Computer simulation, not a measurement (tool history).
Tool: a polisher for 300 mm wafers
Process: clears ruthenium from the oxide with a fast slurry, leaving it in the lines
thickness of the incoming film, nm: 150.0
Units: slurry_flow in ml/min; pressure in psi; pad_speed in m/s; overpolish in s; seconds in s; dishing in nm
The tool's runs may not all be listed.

Run 1, hour 0.0: slurry_flow 200 ml/min, pressure 2.0 psi, pad_speed 1.08 m/s, slurry_solids 1.00, overpolish 28 s. Result: seconds 55.354 s, dishing 30.403 nm.
Run 2, hour 6.3: slurry_flow 200 ml/min, pressure 1.9 psi, pad_speed 1.08 m/s, slurry_solids 1.00, overpolish 22 s. Result: seconds 57.042 s, dishing 26.866 nm.
Run 3, hour 10.8: slurry_flow 200 ml/min, pressure 1.9 psi, pad_speed 1.08 m/s, slurry_solids 1.10, overpolish 22 s. Result: seconds 55.098 s, dishing 27.635 nm.
Run 4, hour 14.2: slurry_flow 200 ml/min, pressure 1.9 psi, pad_speed 1.08 m/s, slurry_solids 1.10, overpolish 10 s. Result: seconds 54.589 s, dishing 18.005 nm.
Run 5, hour 16.6: slurry_flow 200 ml/min, pressure 1.8 psi, pad_speed 1.08 m/s, slurry_solids 1.10, overpolish 11 s. Result: seconds 55.840 s, dishing 18.670 nm.
Run 6, hour 17.2: slurry_flow 200 ml/min, pressure 1.7 psi, pad_speed 1.08 m/s, slurry_solids 1.10, overpolish 11 s. Result: seconds 58.108 s, dishing 18.443 nm.
Run 7, hour 18.2: slurry_flow 200 ml/min, pressure 1.6 psi, pad_speed 1.08 m/s, slurry_solids 1.10, overpolish 15 s. Result: seconds 61.084 s, dishing 22.127 nm.
Run 8, hour 26.9: slurry_flow 200 ml/min, pressure 1.7 psi, pad_speed 1.00 m/s, slurry_solids 1.10, overpolish 9 s. Result: seconds 61.928 s, dishing 14.984 nm.
Run 9, hour 31.3: slurry_flow 200 ml/min, pressure 1.7 psi, pad_speed 1.00 m/s, slurry_solids 1.10, overpolish 9 s. Result: seconds 61.582 s, dishing 15.340 nm.
Run 10, hour 35.1: slurry_flow 200 ml/min, pressure 1.7 psi, pad_speed 1.00 m/s, slurry_solids 1.10, overpolish 23 s. Result: seconds 61.232 s, dishing 26.915 nm.
Run 11, hour 42.1: slurry_flow 200 ml/min, pressure 1.8 psi, pad_speed 0.92 m/s, slurry_solids 1.10, overpolish 22 s. Result: seconds 66.540 s, dishing 26.195 nm.
Run 12, hour 51.2: slurry_flow 200 ml/min, pressure 1.9 psi, pad_speed 0.92 m/s, slurry_solids 1.05, overpolish 20 s. Result: seconds 62.740 s, dishing 24.818 nm.
Run 13, hour 56.9: slurry_flow 195 ml/min, pressure 1.9 psi, pad_speed 0.96 m/s, slurry_solids 1.00, overpolish 18 s. Result: seconds 64.031 s, dishing 23.121 nm.

The next listed run, before its measurement:
Run 14, hour 63.8: slurry_flow 205 ml/min, pressure 1.9 psi, pad_speed 0.96 m/s, slurry_solids 1.00, overpolish 17 s. Result: seconds ?, dishing ?.

seconds: 63.817 s
dishing: 23.164 nm
